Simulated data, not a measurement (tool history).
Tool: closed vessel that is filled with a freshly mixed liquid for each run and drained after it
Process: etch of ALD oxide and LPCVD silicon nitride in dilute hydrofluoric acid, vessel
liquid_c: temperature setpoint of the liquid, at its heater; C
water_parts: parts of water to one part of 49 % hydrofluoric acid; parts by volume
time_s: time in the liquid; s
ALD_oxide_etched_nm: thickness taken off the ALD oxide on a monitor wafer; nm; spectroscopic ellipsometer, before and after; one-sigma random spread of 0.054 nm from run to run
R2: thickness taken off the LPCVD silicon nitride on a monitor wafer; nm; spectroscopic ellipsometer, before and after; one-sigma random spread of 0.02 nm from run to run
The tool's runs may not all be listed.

Run 1, day 0: liquid_c 23 C, water_parts 235 parts by volume, time_s 285 s. Result: ALD_oxide_etched_nm 13.221 nm, R2 0.60714 nm.
Run 2, day 0.179: liquid_c 25 C, water_parts 235 parts by volume, time_s 285 s. Result: ALD_oxide_etched_nm 13.872 nm, R2 0.67618 nm.
Run 3, day 0.421: liquid_c 24 C, water_parts 275 parts by volume, time_s 285 s. Result: ALD_oxide_etched_nm 11.069 nm, R2 0.5342 nm.
Run 4, day 0.492: liquid_c 24 C, water_parts 275 parts by volume, time_s 185 s. Result: ALD_oxide_etched_nm 7.3106 nm, R2 0.35308 nm.
Run 5, day 0.579: liquid_c 24.5 C, water_parts 280 parts by volume, time_s 185 s. Result: ALD_oxide_etched_nm 7.1197 nm, R2 0.34648 nm.
Run 6, day 0.825: liquid_c 24.5 C, water_parts 330 parts by volume, time_s 185 s. Result: ALD_oxide_etched_nm 5.7516 nm, R2 0.30847 nm.
Run 7, day 1.062: liquid_c 25.5 C, water_parts 325 parts by volume, time_s 185 s. Result: ALD_oxide_etched_nm 6.0245 nm, R2 0.30779 nm.
Run 8, day 1.208: liquid_c 27 C, water_parts 325 parts by volume, time_s 185 s. Result: ALD_oxide_etched_nm 6.3689 nm, R2 0.34427 nm.

The next listed run, before its measurement:
Run 9, day 1.496: liquid_c 27.5 C, water_parts 325 parts by volume, time_s 185 s. Result: ALD_oxide_etched_nm ?, R2 ?.

For run 9 the tool returned ALD_oxide_etched_nm 6.4764 nm, R2 0.34454 nm.
